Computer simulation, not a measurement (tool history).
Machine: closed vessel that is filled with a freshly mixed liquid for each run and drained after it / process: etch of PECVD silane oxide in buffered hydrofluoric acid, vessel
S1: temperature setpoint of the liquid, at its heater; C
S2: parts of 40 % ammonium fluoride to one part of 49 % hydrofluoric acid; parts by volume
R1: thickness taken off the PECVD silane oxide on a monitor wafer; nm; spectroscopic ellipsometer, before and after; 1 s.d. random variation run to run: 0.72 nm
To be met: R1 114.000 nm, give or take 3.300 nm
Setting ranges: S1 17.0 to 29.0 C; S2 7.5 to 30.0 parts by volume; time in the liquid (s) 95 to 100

{"run": 1, "hour": 0.0, "S1": 21.0, "S2": 21.0, "time in the liquid (s)": 95, "R1": 59.395}
{"run": 2, "hour": 6.5, "S1": 22.5, "S2": 20.0, "time in the liquid (s)": 95, "R1": 66.051}
{"run": 3, "hour": 14.9, "S1": 25.0, "S2": 20.0, "time in the liquid (s)": 95, "R1": 77.061}
{"run": 4, "hour": 19.9, "S1": 26.0, "S2": 19.0, "time in the liquid (s)": 95, "R1": 85.116}
{"run": 5, "hour": 24.3, "S1": 26.5, "S2": 18.5, "time in the liquid (s)": 95, "R1": 89.096}
{"run": 6, "hour": 29.3, "S1": 27.0, "S2": 18.0, "time in the liquid (s)": 95, "R1": 94.913}
{"run": 7, "hour": 33.0, "S1": 27.5, "S2": 17.5, "time in the liquid (s)": 95, "R1": 99.958}
{"run": 8, "hour": 36.0, "S1": 28.0, "S2": 17.5, "time in the liquid (s)": 95, "R1": 102.81}
{"run": 9, "hour": 39.9, "S1": 28.5, "S2": 17.0, "time in the liquid (s)": 95, "R1": 109.09}

Which of these 5 next moves meets every target?
{"run": "A", "hour": 43.8, "S1": 27.5, "S2": 16.5, "time in the liquid (s)": 95, "R1": "?"}
{"run": "B", "hour": 43.8, "S1": 22.0, "S2": 12.0, "time in the liquid (s)": 100, "R1": "?"}
{"run": "C", "hour": 43.8, "S1": 28.5, "S2": 17.5, "time in the liquid (s)": 95, "R1": "?"}
{"run": "D", "hour": 43.8, "S1": 28.0, "S2": 17.0, "time in the liquid (s)": 95, "R1": "?"}
{"run": "E", "hour": 43.8, "S1": 27.5, "S2": 17.5, "time in the liquid (s)": 100, "R1": "?"}

move=A R1=105.320
move=B R1=112.360
move=C R1=104.840
move=D R1=105.040
move=E R1=104.630
A: lands further from the targets than the last run did
B: every result lands within tolerance
C: lands further from the targets than the last run did
D: lands further from the targets than the last run did
E: lands further from the targets than the last run did
The right move is B.
